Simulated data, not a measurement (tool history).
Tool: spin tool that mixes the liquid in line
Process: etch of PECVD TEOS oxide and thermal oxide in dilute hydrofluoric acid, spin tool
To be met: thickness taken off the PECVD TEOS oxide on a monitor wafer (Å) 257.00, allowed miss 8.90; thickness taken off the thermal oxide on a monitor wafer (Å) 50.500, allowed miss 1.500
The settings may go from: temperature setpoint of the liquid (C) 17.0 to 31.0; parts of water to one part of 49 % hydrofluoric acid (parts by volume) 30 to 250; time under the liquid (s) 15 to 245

| run | hour | temperature setpoint of the liquid (C) | parts of water to one part of 49 % hydrofluoric acid (parts by volume) | time under the liquid (s) | thickness taken off the PECVD TEOS oxide on a monitor wafer (Å) | thickness taken off the thermal oxide on a monitor wafer (Å) |
|---|---|---|---|---|---|---|
| 1 | 0.0 | 23.0 | 140 | 125 | 180.48 | 35.611 |
| 2 | 0.8 | 23.0 | 120 | 125 | 218.00 | 42.200 |
| 3 | 5.7 | 23.0 | 95 | 125 | 280.34 | 55.243 |
| 4 | 11.0 | 24.5 | 95 | 125 | 296.87 | 58.918 |
|  | 13.5 | hydrofluoric acid flow meter replaced |
| 5 | 13.5 | 24.5 | 95 | 95 | 240.80 | 48.034 |
| 6 | 18.8 | 22.5 | 95 | 95 | 227.11 | 44.095 |
| 7 | 22.5 | 23.5 | 95 | 95 | 234.60 | 45.965 |
| 8 | 24.5 | 24.0 | 95 | 95 | 237.08 | 46.477 |

Which of these 4 next moves meets every target?
| A | 26.5 | 25.5 | 85 | 70 | ? | ? |
| B | 26.5 | 17.5 | 90 | 105 | ? | ? |
| C | 26.5 | 24.5 | 115 | 125 | ? | ? |
| D | 26.5 | 29.0 | 150 | 120 | ? | ? |

| move | thickness taken off the PECVD TEOS oxide on a monitor wafer (Å) | thickness taken off the thermal oxide on a monitor wafer (Å) |
|---|---|---|
| A | 210.43 | 40.995 |
| B | 213.68 | 41.630 |
| C | 257.15 | 50.099 |
| D | 214.64 | 41.817 |
A: further off than the last run
B: further off than the last run
C: meets every target
D: further off than the last run
Answer: C
